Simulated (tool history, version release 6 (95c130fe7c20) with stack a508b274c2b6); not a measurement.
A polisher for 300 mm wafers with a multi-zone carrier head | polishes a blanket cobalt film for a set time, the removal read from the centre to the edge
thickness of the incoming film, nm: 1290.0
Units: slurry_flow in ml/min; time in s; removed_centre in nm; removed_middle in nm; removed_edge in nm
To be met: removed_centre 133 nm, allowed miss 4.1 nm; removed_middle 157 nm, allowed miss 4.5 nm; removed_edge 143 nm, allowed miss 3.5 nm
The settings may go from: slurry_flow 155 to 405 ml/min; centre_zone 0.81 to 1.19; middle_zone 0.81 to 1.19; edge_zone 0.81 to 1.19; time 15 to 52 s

| run | hour | slurry_flow | centre_zone | middle_zone | edge_zone | time | removed_centre | removed_middle | removed_edge |
|---|---|---|---|---|---|---|---|---|---|
| 1 | 0 | 260 | 1 | 1 | 1 | 33 | 97.511 | 101.86 | 101.34 |
| 2 | 1.1 | 260 | 0.94 | 1 | 1 | 33 | 94.243 | 103.34 | 102.58 |
| 3 | 7.5 | 260 | 1.01 | 1 | 1 | 33 | 99.387 | 102.89 | 101.72 |
| 4 | 9 | 315 | 1.01 | 1 | 1 | 33 | 101.77 | 104.59 | 104 |
| 5 | 15.5 | 325 | 1.01 | 1.04 | 1.03 | 35 | 106.89 | 115.13 | 110.65 |
| 6 | 17.6 | 325 | 1.01 | 1.1 | 1.03 | 35 | 109.13 | 118.19 | 110.77 |
| 7 | 21.3 | 330 | 1 | 1.12 | 1.05 | 37 | 112.22 | 127.2 | 118.91 |
| 8 | 28.6 | 365 | 1.05 | 1.19 | 1.12 | 43 | 138.06 | 154.25 | 144.79 |
| 9 | 32.2 | 365 | 1.04 | 1.19 | 1.11 | 43 | 136.78 | 153.63 | 143.78 |

Which of these 5 next moves meets every target?
| A | 35.8 | 400 | 0.97 | 1.17 | 1.06 | 44 | ? | ? | ? |
| B | 35.8 | 355 | 1.09 | 1.15 | 1.07 | 43 | ? | ? | ? |
| C | 35.8 | 370 | 1.05 | 1.14 | 1.11 | 43 | ? | ? | ? |
| D | 35.8 | 365 | 1.06 | 1.18 | 1.1 | 44 | ? | ? | ? |
| E | 35.8 | 375 | 1.09 | 1.18 | 1.12 | 42 | ? | ? | ? |

| move | removed_centre | removed_middle | removed_edge |
|---|---|---|---|
| A | 133.64 | 156.67 | 141.89 |
| B | 145.44 | 149.97 | 138.38 |
| C | 140.55 | 149.62 | 141.33 |
| D | 145.06 | 156.4 | 143.78 |
| E | 142.74 | 149.57 | 138.73 |
A: meets every target
B: further off than the last run
C: further off than the last run
D: further off than the last run
E: further off than the last run
The right move is A.

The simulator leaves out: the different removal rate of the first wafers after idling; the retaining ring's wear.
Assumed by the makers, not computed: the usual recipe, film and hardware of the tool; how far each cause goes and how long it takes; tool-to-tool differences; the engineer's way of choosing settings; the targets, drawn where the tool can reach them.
